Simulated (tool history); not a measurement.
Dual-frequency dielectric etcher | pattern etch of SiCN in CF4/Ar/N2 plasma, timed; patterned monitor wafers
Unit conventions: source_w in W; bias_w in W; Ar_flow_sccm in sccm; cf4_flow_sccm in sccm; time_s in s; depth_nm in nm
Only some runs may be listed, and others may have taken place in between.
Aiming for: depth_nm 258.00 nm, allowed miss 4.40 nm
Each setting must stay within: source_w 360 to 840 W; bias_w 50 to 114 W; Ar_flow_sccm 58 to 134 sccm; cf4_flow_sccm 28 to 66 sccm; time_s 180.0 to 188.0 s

run,hour,source_w,bias_w,Ar_flow_sccm,cf4_flow_sccm,time_s,depth_nm
1,0.0,600,82,96,47,180.0,191.50
2,5.8,640,82,96,47,180.0,202.06
3,7.3,640,82,96,47,180.0,201.73
4,12.4,640,74,96,47,180.0,195.18
5,19.8,640,74,96,47,180.0,194.26
6,22.2,640,83,96,47,180.0,204.32
7,23.9,670,83,96,47,180.0,211.49
# hour 25.4: Ar flow controller replaced
8,25.4,700,83,96,47,180.0,220.92
9,29.5,720,83,96,47,180.0,226.73
10,35.4,740,83,96,47,180.0,232.05
11,38.9,760,83,96,47,180.0,238.54
12,41.2,770,83,96,47,180.0,241.31
13,42.5,780,83,96,47,180.0,242.98
14,50.1,790,83,96,47,180.0,245.70
15,52.6,800,83,96,47,180.0,247.58
16,53.6,810,83,96,47,180.0,249.74

Which one of the following 5 next-run settings gets every result inside its allowed miss? There is exactly one.
A,54.6,810,86,93,50,185.5,?
B,54.6,790,72,76,49,188.0,?
C,54.6,790,98,108,46,188.0,?
D,54.6,790,66,60,55,185.5,?
E,54.6,840,68,102,48,183.0,?

move,depth_nm
A,266.03
B,258.75
C,263.48
D,268.05
E,242.62
A: takes the biggest miss from the last run beyond its target
B: every result lands within tolerance
C: takes the biggest miss from the last run beyond its target
D: takes the biggest miss from the last run beyond its target
E: further off than the last run
Answer: B
